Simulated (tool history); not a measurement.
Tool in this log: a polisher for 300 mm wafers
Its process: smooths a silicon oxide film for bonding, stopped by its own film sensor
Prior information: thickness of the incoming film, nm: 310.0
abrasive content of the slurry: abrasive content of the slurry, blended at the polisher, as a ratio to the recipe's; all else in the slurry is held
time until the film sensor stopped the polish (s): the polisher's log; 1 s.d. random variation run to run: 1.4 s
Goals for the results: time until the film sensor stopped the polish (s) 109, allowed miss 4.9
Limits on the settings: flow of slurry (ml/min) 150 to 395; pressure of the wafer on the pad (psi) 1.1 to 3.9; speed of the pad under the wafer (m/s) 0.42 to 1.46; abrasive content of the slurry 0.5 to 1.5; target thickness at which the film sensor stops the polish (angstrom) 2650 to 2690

run,hour,flow of slurry (ml/min),pressure of the wafer on the pad (psi),speed of the pad under the wafer (m/s),abrasive content of the slurry,target thickness at which the film sensor stops the polish (angstrom),time until the film sensor stopped the polish (s)
1,0,250,2.5,0.94,1,2650,59.37
2,4.4,190,2.5,0.94,1,2650,62.374
3,7.5,190,2.3,0.94,1,2650,66.856
4,10.5,190,2.3,0.94,1,2690,60.731
5,16.3,190,2.3,0.94,1,2650,66.772
# hour 24.2: worn pad replaced by a new one
6,24.2,160,2.3,0.94,1,2650,61.64
7,32.7,175,2.2,0.94,1,2650,61.49
8,40.6,180,2.2,0.88,0.95,2650,67.445
9,45.7,180,2.1,0.84,0.95,2650,70.972
10,50.5,180,2,0.8,0.95,2650,77.078
11,57.6,180,1.9,0.78,0.95,2650,84.284
12,61.5,180,1.8,0.78,0.95,2650,87.001
13,67.6,185,1.7,0.78,0.95,2650,92.34
14,73.5,190,1.7,0.78,0.95,2650,90.759
15,80.5,185,1.2,0.76,0.95,2650,129.48

4 next moves are on the table. One of them brings every result within its allowed miss. Which?
A,87.5,175,1.6,0.6,0.8,2650,?
B,87.5,150,1.3,1.04,0.65,2680,?
C,87.5,180,1.1,0.82,1.05,2690,?
D,87.5,210,1.2,0.8,1.05,2690,?

move,time until the film sensor stopped the polish (s)
A,119.65
B,117.56
C,115.28
D,105.09
A: nearer the targets than the last run, but a result is still out of spec
B: nearer the targets than the last run, but a result is still out of spec
C: nearer the targets than the last run, but a result is still out of spec
D: every result lands within tolerance
Move D is the one to make.
